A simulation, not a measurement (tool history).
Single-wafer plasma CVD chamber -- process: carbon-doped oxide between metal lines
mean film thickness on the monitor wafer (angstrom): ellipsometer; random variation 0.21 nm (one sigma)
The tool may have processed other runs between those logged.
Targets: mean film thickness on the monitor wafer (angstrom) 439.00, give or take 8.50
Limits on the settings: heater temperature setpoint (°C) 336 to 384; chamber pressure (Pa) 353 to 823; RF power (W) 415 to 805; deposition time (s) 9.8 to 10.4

run  hour  heater temperature setpoint (°C)  chamber pressure (Pa)  RF power (W)  deposition time (s)  mean film thickness on the monitor wafer (angstrom)
  1   0.0                               360                    588           610                 10.4                                               569.13
  2   6.0                               360                    516           610                 10.4                                               555.10
  3   8.0                               360                    567           610                 10.4                                               560.40
  4  16.0                               360                    567           610                 10.4                                               568.22
  5  21.3                               362                    525           575                 10.4                                               531.01
  6  27.9                               364                    491           555                 10.4                                               517.77
  7  35.6                               365                    467           530                 10.4                                               499.62
  8  40.6                               366                    445           510                 10.4                                               482.12

Exercise: of the 5 proposed moves below, exactly one satisfies all targets within the stated allowed misses. Which move is it?
  A  45.6                               358                    489           520                  9.8                                                    ?
  B  45.6                               362                    404           480                  9.8                                                    ?
  C  45.6                               367                    421           480                 10.2                                                    ?
  D  45.6                               363                    513           510                 10.4                                                    ?
  E  45.6                               364                    429           445                  9.8                                                    ?

move  mean film thickness on the monitor wafer (angstrom)
   A                                               477.02
   B                                               440.73
   C                                               453.56
   D                                               495.88
   E                                               420.95
A: closer than the last run, but not yet in spec
B: each result inside its tolerance
C: closer than the last run, but not yet in spec
D: the biggest miss grows against the last run
E: takes the result that was furthest off past its target
Go with B: it meets all targets.
